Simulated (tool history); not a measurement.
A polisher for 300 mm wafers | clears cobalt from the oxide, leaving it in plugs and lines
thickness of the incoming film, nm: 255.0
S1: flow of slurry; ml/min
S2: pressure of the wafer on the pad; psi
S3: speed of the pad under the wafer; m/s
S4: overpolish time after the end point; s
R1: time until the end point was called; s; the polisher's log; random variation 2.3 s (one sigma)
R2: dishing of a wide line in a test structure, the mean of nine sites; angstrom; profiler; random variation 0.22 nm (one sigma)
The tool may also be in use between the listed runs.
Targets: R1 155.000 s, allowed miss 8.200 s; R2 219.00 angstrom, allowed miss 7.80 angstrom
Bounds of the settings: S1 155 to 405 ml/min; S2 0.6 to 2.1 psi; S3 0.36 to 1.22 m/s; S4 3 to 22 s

{"run": 1, "day": 0.0, "S1": 260, "S2": 1.3, "S3": 0.78, "S4": 11, "R1": 100.65, "R2": 257.28}
{"run": 2, "day": 0.238, "S1": 260, "S2": 1.4, "S3": 0.78, "S4": 11, "R1": 95.175, "R2": 276.12}
{"run": 3, "day": 0.425, "S1": 260, "S2": 1.6, "S3": 0.78, "S4": 11, "R1": 81.869, "R2": 298.87}
{"run": 4, "day": 0.467, "S1": 260, "S2": 1.3, "S3": 0.78, "S4": 11, "R1": 98.848, "R2": 253.07}
{"run": 5, "day": 0.704, "S1": 260, "S2": 1.2, "S3": 0.78, "S4": 11, "R1": 107.76, "R2": 239.13}
{"run": 6, "day": 1.021, "S1": 260, "S2": 1.4, "S3": 0.78, "S4": 11, "R1": 95.699, "R2": 274.1}
{"run": 7, "day": 1.342, "S1": 260, "S2": 1.3, "S3": 0.78, "S4": 11, "R1": 99.353, "R2": 252.69}
{"run": 8, "day": 1.717, "S1": 260, "S2": 1.2, "S3": 0.78, "S4": 11, "R1": 110.44, "R2": 240.89}
{"day": 1.858, "done": "slurry nozzle cleaned"}
{"run": 9, "day": 1.858, "S1": 255, "S2": 0.9, "S3": 0.78, "S4": 12, "R1": 131.51, "R2": 217.78}

Which of these 5 next moves meets every target?
{"run": "A", "day": 2.0, "S1": 275, "S2": 0.8, "S3": 0.64, "S4": 16, "R1": "?", "R2": "?"}
{"run": "B", "day": 2.0, "S1": 265, "S2": 0.8, "S3": 0.72, "S4": 13, "R1": "?", "R2": "?"}
{"run": "C", "day": 2.0, "S1": 255, "S2": 0.9, "S3": 0.78, "S4": 11, "R1": "?", "R2": "?"}
{"run": "D", "day": 2.0, "S1": 285, "S2": 0.8, "S3": 0.84, "S4": 11, "R1": "?", "R2": "?"}
{"run": "E", "day": 2.0, "S1": 285, "S2": 0.7, "S3": 0.82, "S4": 14, "R1": "?", "R2": "?"}

move=A R1=170.470 R2=223.15
move=B R1=152.720 R2=204.63
move=C R1=128.370 R2=205.63
move=D R1=130.560 R2=202.60
move=E R1=149.390 R2=222.65
A: takes the result that was furthest off past its target
B: brings the result that was furthest off to its target, and leaves another outside
C: further off than the last run
D: as far off as the last run
E: meets every target
The right move is E.
